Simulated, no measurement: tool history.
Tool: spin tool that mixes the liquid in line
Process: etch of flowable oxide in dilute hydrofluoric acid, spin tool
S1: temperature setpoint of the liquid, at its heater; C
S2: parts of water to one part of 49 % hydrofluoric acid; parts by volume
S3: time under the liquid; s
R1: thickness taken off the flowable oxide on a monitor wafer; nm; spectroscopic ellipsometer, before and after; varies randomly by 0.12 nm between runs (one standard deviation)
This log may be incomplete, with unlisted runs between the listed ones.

run    day    S1   S2   S3      R1
  1  0.000  25.0  290  295  19.750
  2  0.100  26.5  290  295  20.934
  3  0.288  30.0  290  295  23.559
  4  0.596  30.5  290  295  24.087
  5  0.925  29.0  290  295  22.891
  6  1.296  29.5  290  295  23.262
  7  1.358  30.0  290  295  23.483

Run 8 comes next. What will it give?
  8  1.679  30.5  290  295   ?

R1: 24.034 nm
